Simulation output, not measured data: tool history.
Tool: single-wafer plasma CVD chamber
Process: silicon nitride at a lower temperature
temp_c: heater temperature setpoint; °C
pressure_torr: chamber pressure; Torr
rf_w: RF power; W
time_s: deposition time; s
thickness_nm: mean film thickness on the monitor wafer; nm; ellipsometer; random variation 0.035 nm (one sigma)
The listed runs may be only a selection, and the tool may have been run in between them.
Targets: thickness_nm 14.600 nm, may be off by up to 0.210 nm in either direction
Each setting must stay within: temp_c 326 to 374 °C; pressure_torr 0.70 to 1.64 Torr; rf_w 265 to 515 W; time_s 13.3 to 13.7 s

run 1 hour=0.0 | temp_c=350 pressure_torr=1.17 rf_w=390 time_s=13.3 | thickness_nm=16.773
run 2 hour=5.4 | temp_c=350 pressure_torr=1.07 rf_w=385 time_s=13.3 | thickness_nm=16.246
run 3 hour=7.3 | temp_c=350 pressure_torr=0.99 rf_w=380 time_s=13.3 | thickness_nm=15.805
run 4 hour=8.3 | temp_c=350 pressure_torr=0.93 rf_w=375 time_s=13.3 | thickness_nm=15.352
run 5 hour=12.0 | temp_c=359 pressure_torr=0.93 rf_w=375 time_s=13.3 | thickness_nm=15.297
run 6 hour=20.2 | temp_c=359 pressure_torr=0.89 rf_w=375 time_s=13.3 | thickness_nm=15.109
run 7 hour=28.3 | temp_c=359 pressure_torr=0.86 rf_w=375 time_s=13.3 | thickness_nm=15.023
run 8 hour=31.7 | temp_c=359 pressure_torr=0.84 rf_w=375 time_s=13.3 | thickness_nm=14.876
run 9 hour=39.9 | temp_c=359 pressure_torr=0.83 rf_w=375 time_s=13.3 | thickness_nm=14.776

5 candidate next runs follow, results not yet known. Just one meets every target within its allowed miss. Identify it.
run A hour=48.1 | temp_c=352 pressure_torr=0.70 rf_w=410 time_s=13.4 | thickness_nm=?
run B hour=48.1 | temp_c=356 pressure_torr=0.85 rf_w=350 time_s=13.3 | thickness_nm=?
run C hour=48.1 | temp_c=350 pressure_torr=0.71 rf_w=370 time_s=13.4 | thickness_nm=?
run D hour=48.1 | temp_c=364 pressure_torr=0.92 rf_w=335 time_s=13.7 | thickness_nm=?
run E hour=48.1 | temp_c=365 pressure_torr=0.89 rf_w=370 time_s=13.5 | thickness_nm=?

move=A thickness_nm=15.123
move=B thickness_nm=14.230
move=C thickness_nm=14.183
move=D thickness_nm=14.500
move=E thickness_nm=15.169
A: lands further from the targets than the last run did
B: takes the result that was furthest off past its target
C: takes the result that was furthest off past its target
D: each result inside its tolerance
E: lands further from the targets than the last run did
Correct choice: D, which meets every target
